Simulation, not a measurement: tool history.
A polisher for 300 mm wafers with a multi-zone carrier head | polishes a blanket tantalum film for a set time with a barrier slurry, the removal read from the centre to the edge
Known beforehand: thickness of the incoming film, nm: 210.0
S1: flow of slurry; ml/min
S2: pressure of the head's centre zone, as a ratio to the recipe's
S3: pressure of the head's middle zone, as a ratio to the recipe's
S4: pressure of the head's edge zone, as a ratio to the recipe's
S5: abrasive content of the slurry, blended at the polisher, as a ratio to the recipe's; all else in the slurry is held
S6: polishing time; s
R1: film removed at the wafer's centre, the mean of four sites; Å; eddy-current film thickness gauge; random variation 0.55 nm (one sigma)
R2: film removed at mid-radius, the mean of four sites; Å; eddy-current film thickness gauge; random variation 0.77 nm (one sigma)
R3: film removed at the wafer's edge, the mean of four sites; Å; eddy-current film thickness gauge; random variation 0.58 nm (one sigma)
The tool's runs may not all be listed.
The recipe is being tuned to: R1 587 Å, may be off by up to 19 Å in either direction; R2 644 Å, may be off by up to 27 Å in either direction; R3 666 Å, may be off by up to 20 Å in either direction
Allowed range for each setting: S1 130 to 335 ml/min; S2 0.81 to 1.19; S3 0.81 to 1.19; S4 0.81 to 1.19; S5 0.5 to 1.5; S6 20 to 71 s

{"run": 1, "hour": 0.0, "S1": 215, "S2": 1, "S3": 1, "S4": 1, "S5": 1, "S6": 45, "R1": 697.98, "R2": 721.96, "R3": 720.46}
{"run": 2, "hour": 3.8, "S1": 215, "S2": 1, "S3": 1, "S4": 0.94, "S5": 1, "S6": 45, "R1": 709.58, "R2": 720.87, "R3": 697.35}
{"run": 3, "hour": 5.5, "S1": 205, "S2": 0.97, "S3": 0.98, "S4": 0.94, "S5": 1, "S6": 45, "R1": 673.03, "R2": 700.42, "R3": 708.85}
{"run": 4, "hour": 11.6, "S1": 200, "S2": 0.95, "S3": 0.98, "S4": 0.93, "S5": 0.95, "S6": 45, "R1": 652.43, "R2": 692.61, "R3": 677.26}
{"run": 5, "hour": 17.9, "S1": 200, "S2": 0.95, "S3": 1.02, "S4": 0.93, "S5": 0.95, "S6": 45, "R1": 651.59, "R2": 717.01, "R3": 685.31}
{"run": 6, "hour": 24.5, "S1": 190, "S2": 0.94, "S3": 1, "S4": 0.93, "S5": 0.95, "S6": 45, "R1": 627.21, "R2": 699.63, "R3": 691.39}
{"run": 7, "hour": 33.3, "S1": 180, "S2": 0.94, "S3": 0.99, "S4": 0.92, "S5": 0.95, "S6": 45, "R1": 630.02, "R2": 698.89, "R3": 681.08}
{"run": 8, "hour": 40.1, "S1": 175, "S2": 0.93, "S3": 0.97, "S4": 0.92, "S5": 0.95, "S6": 45, "R1": 622.44, "R2": 708.3, "R3": 669.57}
{"run": 9, "hour": 41.7, "S1": 190, "S2": 0.91, "S3": 0.96, "S4": 0.93, "S5": 0.9, "S6": 45, "R1": 605.93, "R2": 679.51, "R3": 687.81}
{"run": 10, "hour": 43.7, "S1": 185, "S2": 0.91, "S3": 0.95, "S4": 0.93, "S5": 0.9, "S6": 45, "R1": 610.44, "R2": 671.53, "R3": 676.4}

Pick the move, out of 5, that brings all results within their allowed miss; only one does.
{"run": "A", "hour": 45.7, "S1": 175, "S2": 0.93, "S3": 0.94, "S4": 0.9, "S5": 0.9, "S6": 46, "R1": "?", "R2": "?", "R3": "?"}
{"run": "B", "hour": 45.7, "S1": 190, "S2": 0.93, "S3": 0.9, "S4": 0.96, "S5": 0.85, "S6": 47, "R1": "?", "R2": "?", "R3": "?"}
{"run": "C", "hour": 45.7, "S1": 165, "S2": 0.91, "S3": 0.97, "S4": 0.98, "S5": 0.75, "S6": 46, "R1": "?", "R2": "?", "R3": "?"}
{"run": "D", "hour": 45.7, "S1": 180, "S2": 0.84, "S3": 0.9, "S4": 0.94, "S5": 1, "S6": 43, "R1": "?", "R2": "?", "R3": "?"}
{"run": "E", "hour": 45.7, "S1": 225, "S2": 0.96, "S3": 0.98, "S4": 1.02, "S5": 0.9, "S6": 44, "R1": "?", "R2": "?", "R3": "?"}

move=A R1=630.98 R2=674.53 R3=669.34
move=B R1=638.28 R2=662.88 R3=696.4
move=C R1=579.69 R2=646.94 R3=655.04
move=D R1=549.98 R2=633.57 R3=659.49
move=E R1=637.71 R2=676.69 R3=689.38
A: lands further from the targets than the last run did
B: lands further from the targets than the last run did
C: meets every target
D: takes the result that was furthest off past its target
E: lands further from the targets than the last run did
Correct choice: C, which meets every target
